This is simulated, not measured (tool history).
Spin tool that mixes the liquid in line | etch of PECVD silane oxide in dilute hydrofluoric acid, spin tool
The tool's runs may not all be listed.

| run | day | temperature setpoint of the liquid (K) | parts of water to one part of 49 % hydrofluoric acid (parts by volume) | time under the liquid (s) | thickness taken off the PECVD silane oxide on a monitor wafer (nm) |
|---|---|---|---|---|---|
| 1 | 0.000 | 294.15 | 115 | 50 | 12.686 |
| 2 | 0.075 | 294.15 | 115 | 50 | 12.780 |
| 3 | 0.117 | 294.15 | 90 | 50 | 16.671 |
| 4 | 0.425 | 291.15 | 90 | 50 | 14.959 |
| 5 | 0.575 | 291.15 | 90 | 55 | 16.253 |
| 6 | 0.700 | 291.15 | 90 | 55 | 16.204 |
| 7 | 0.808 | 293.15 | 90 | 55 | 17.664 |
| 8 | 0.833 | 295.15 | 90 | 55 | 19.406 |
| 9 | 1.112 | 295.15 | 90 | 55 | 19.119 |

Run 10 comes next. What will it give?
| 10 | 1.275 | 296.65 | 90 | 55 | ? |

{"run 10": {"thickness taken off the PECVD silane oxide on a monitor wafer (nm)": 20.321}}
